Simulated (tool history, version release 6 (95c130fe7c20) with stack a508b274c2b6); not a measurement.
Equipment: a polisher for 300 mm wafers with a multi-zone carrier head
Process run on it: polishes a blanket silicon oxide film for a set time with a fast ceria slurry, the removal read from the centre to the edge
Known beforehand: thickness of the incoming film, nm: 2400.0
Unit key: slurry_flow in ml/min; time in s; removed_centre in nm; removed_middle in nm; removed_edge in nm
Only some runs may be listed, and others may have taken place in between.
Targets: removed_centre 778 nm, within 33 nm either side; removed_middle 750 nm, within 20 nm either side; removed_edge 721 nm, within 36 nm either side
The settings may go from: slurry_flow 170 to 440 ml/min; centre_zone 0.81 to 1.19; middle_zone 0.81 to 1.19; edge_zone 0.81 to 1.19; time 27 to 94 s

{"run": 1, "hour": 0.0, "slurry_flow": 280, "centre_zone": 1, "middle_zone": 1, "edge_zone": 1, "time": 60, "removed_centre": 924.9, "removed_middle": 929.56, "removed_edge": 899.03}
{"run": 2, "hour": 7.5, "slurry_flow": 280, "centre_zone": 1, "middle_zone": 1.03, "edge_zone": 1, "time": 60, "removed_centre": 914.31, "removed_middle": 969.23, "removed_edge": 891.03}
{"run": 3, "hour": 11.9, "slurry_flow": 280, "centre_zone": 0.91, "middle_zone": 1.03, "edge_zone": 1, "time": 60, "removed_centre": 820.41, "removed_middle": 955.86, "removed_edge": 889.29}
{"run": 4, "hour": 20.3, "slurry_flow": 280, "centre_zone": 0.91, "middle_zone": 1.03, "edge_zone": 1.07, "time": 60, "removed_centre": 837.17, "removed_middle": 950.1, "removed_edge": 933.66}
{"run": 5, "hour": 26.8, "slurry_flow": 280, "centre_zone": 0.86, "middle_zone": 1.03, "edge_zone": 1.07, "time": 60, "removed_centre": 792.89, "removed_middle": 963.08, "removed_edge": 920.36}
{"run": 6, "hour": 32.5, "slurry_flow": 280, "centre_zone": 0.86, "middle_zone": 1.12, "edge_zone": 1.07, "time": 60, "removed_centre": 776.81, "removed_middle": 1022, "removed_edge": 908.74}
{"run": 7, "hour": 39.0, "slurry_flow": 270, "centre_zone": 0.96, "middle_zone": 1.02, "edge_zone": 0.97, "time": 48, "removed_centre": 716.18, "removed_middle": 758.6, "removed_edge": 679.07}
{"run": 8, "hour": 43.5, "slurry_flow": 275, "centre_zone": 0.97, "middle_zone": 1.01, "edge_zone": 0.98, "time": 48, "removed_centre": 722.97, "removed_middle": 750.86, "removed_edge": 698.38}
{"run": 9, "hour": 47.6, "slurry_flow": 280, "centre_zone": 0.98, "middle_zone": 1.01, "edge_zone": 0.98, "time": 48, "removed_centre": 723.79, "removed_middle": 753.7, "removed_edge": 710.87}
{"run": 10, "hour": 50.2, "slurry_flow": 280, "centre_zone": 0.99, "middle_zone": 1.01, "edge_zone": 0.98, "time": 48, "removed_centre": 752.45, "removed_middle": 757.55, "removed_edge": 721.37}
{"run": 11, "hour": 50.8, "slurry_flow": 280, "centre_zone": 0.99, "middle_zone": 1.01, "edge_zone": 0.98, "time": 48, "removed_centre": 722.25, "removed_middle": 753.51, "removed_edge": 691.42}
{"run": 12, "hour": 52.1, "slurry_flow": 275, "centre_zone": 1, "middle_zone": 1, "edge_zone": 0.99, "time": 48, "removed_centre": 742.89, "removed_middle": 748.1, "removed_edge": 726.98}
{"run": 13, "hour": 59.3, "slurry_flow": 275, "centre_zone": 1.01, "middle_zone": 1, "edge_zone": 0.98, "time": 48, "removed_centre": 739.53, "removed_middle": 748.64, "removed_edge": 702.8}

Of the 5 settings listed for the next run, only one would bring every result within its allowed miss of target. Which one?
{"run": "A", "hour": 66.5, "slurry_flow": 300, "centre_zone": 1.02, "middle_zone": 0.96, "edge_zone": 0.96, "time": 49, "removed_centre": "?", "removed_middle": "?", "removed_edge": "?"}
{"run": "B", "hour": 66.5, "slurry_flow": 270, "centre_zone": 1.07, "middle_zone": 1.03, "edge_zone": 0.89, "time": 47, "removed_centre": "?", "removed_middle": "?", "removed_edge": "?"}
{"run": "C", "hour": 66.5, "slurry_flow": 245, "centre_zone": 0.94, "middle_zone": 1.01, "edge_zone": 0.92, "time": 48, "removed_centre": "?", "removed_middle": "?", "removed_edge": "?"}
{"run": "D", "hour": 66.5, "slurry_flow": 300, "centre_zone": 0.97, "middle_zone": 1.06, "edge_zone": 0.96, "time": 46, "removed_centre": "?", "removed_middle": "?", "removed_edge": "?"}
{"run": "E", "hour": 66.5, "slurry_flow": 210, "centre_zone": 0.94, "middle_zone": 0.97, "edge_zone": 0.92, "time": 51, "removed_centre": "?", "removed_middle": "?", "removed_edge": "?"}

move=A removed_centre=764.59 removed_middle=744.4 removed_edge=710.8
move=B removed_centre=762.9 removed_middle=751.25 removed_edge=653.45
move=C removed_centre=677.59 removed_middle=748.98 removed_edge=673.61
move=D removed_centre=682.81 removed_middle=760.09 removed_edge=666.39
move=E removed_centre=708.92 removed_middle=758.71 removed_edge=708.78
A: all results land within tolerance of their targets
B: gets the furthest-off result to its target, but another result is out of tolerance
C: the biggest miss grows against the last run
D: the biggest miss grows against the last run
E: the biggest miss grows against the last run
Answer: A
